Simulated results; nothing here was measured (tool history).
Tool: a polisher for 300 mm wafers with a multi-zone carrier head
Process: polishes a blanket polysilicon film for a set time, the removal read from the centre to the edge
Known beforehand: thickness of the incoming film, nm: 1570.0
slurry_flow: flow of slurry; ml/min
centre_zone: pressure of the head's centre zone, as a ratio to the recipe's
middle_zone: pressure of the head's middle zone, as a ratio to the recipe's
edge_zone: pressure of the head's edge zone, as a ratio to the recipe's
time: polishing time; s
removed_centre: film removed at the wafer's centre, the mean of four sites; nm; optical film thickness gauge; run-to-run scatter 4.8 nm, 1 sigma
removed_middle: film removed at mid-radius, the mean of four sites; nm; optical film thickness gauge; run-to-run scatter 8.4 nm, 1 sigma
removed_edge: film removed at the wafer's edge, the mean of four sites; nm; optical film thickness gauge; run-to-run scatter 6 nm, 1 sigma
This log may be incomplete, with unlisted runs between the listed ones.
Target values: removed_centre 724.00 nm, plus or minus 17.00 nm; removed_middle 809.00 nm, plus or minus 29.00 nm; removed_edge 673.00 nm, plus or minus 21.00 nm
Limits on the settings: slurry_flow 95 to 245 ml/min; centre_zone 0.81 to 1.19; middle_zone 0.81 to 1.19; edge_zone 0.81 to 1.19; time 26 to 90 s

run  hour  slurry_flow  centre_zone  middle_zone  edge_zone  time  removed_centre  removed_middle  removed_edge
  1   0.0          155         1.00         1.00       1.00    58          491.26          504.19        499.13
  2   4.8          155         1.05         1.00       1.00    58          521.96          504.43        487.08
  3  10.1          155         1.05         1.00       1.00    53          482.43          456.27        451.25
  4  11.5          155         1.13         1.00       1.00    53          516.23          454.38        449.10
  5  14.1          155         1.13         0.97       1.00    53          514.24          445.21        456.97
  6  22.2          170         1.10         1.02       1.03    59          559.32          534.34        504.86
  7  28.4          180         1.10         1.04       1.06    63          618.54          588.91        573.69
  8  35.1          180         1.10         1.04       1.06    63          609.35          584.26        566.38
  9  40.6          195         1.10         1.08       1.07    65          635.74          628.75        583.30
 10  48.5          205         1.09         1.11       1.08    67          663.19          676.48        619.43
 11  53.8          240         1.06         1.19       1.02    72          695.14          784.57        650.61
 12  62.5          240         1.06         1.19       1.02    72          710.04          781.09        644.36

Exactly one of the 4 candidate moves below puts every result within its allowed miss. Which one?
  A  71.2          245         1.12         1.19       0.94    74               ?               ?             ?
  B  71.2          245         1.10         1.19       0.93    74               ?               ?             ?
  C  71.2          245         1.04         1.18       1.01    75               ?               ?             ?
  D  71.2          220         1.18         1.13       0.98    71               ?               ?             ?

move  removed_centre  removed_middle  removed_edge
   A          770.64          792.39        643.63
   B          756.78          792.48        640.43
   C          724.83          797.51        675.17
   D          767.01          716.74        623.77
A: moves away from the targets compared with the last run
B: moves away from the targets compared with the last run
C: hits every target within its allowed miss
D: moves away from the targets compared with the last run
So the answer is move C, the one that meets all the targets.
